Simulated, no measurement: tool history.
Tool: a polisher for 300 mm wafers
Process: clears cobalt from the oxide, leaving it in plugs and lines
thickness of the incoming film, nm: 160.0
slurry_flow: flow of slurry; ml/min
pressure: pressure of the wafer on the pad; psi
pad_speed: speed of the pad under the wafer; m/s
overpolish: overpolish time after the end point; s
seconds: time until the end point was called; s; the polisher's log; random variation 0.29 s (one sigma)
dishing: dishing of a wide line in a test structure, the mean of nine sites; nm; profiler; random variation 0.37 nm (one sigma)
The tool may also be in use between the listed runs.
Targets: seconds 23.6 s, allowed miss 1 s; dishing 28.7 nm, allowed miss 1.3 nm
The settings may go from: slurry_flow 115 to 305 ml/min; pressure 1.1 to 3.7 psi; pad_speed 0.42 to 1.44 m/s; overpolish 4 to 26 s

| run | hour | slurry_flow | pressure | pad_speed | overpolish | seconds | dishing |
|---|---|---|---|---|---|---|---|
| 1 | 0 | 195 | 2.4 | 0.92 | 13 | 29.213 | 38.602 |
| 2 | 4.3 | 195 | 2.5 | 0.92 | 11 | 27.474 | 37.409 |
| 3 | 9.9 | 230 | 2.5 | 0.92 | 11 | 26.506 | 37.394 |
| 4 | 11.8 | 245 | 2.5 | 0.92 | 9 | 27.387 | 33.755 |
| 5 | 13.1 | 245 | 2.5 | 1.08 | 9 | 24.924 | 35.216 |
| 6 | 16.7 | 245 | 2.5 | 1.22 | 9 | 22.375 | 37.576 |
| 7 | 22.8 | 260 | 2.5 | 1.2 | 8 | 21.948 | 34.152 |
| 8 | 25.4 | 265 | 2.5 | 1.2 | 7 | 22.926 | 33.125 |
| 9 | 28.8 | 210 | 2.5 | 1.2 | 4 | 23.073 | 21.577 |

5 next moves are on the table. One of them brings every result within its allowed miss. Which?
| A | 32.2 | 175 | 2.8 | 1.18 | 8 | ? | ? |
| B | 32.2 | 215 | 2.5 | 1.24 | 8 | ? | ? |
| C | 32.2 | 165 | 2.7 | 1.12 | 6 | ? | ? |
| D | 32.2 | 245 | 2.2 | 1.14 | 8 | ? | ? |
| E | 32.2 | 195 | 2.5 | 1.06 | 8 | ? | ? |

| move | seconds | dishing |
|---|---|---|
| A | 21.215 | 35.719 |
| B | 22.228 | 34.882 |
| C | 22.973 | 28.947 |
| D | 26.171 | 31.889 |
| E | 24.958 | 32.759 |
A: takes the result that was furthest off past its target
B: takes the result that was furthest off past its target
C: meets every target
D: takes the result that was furthest off past its target
E: takes the result that was furthest off past its target
The right move is C.
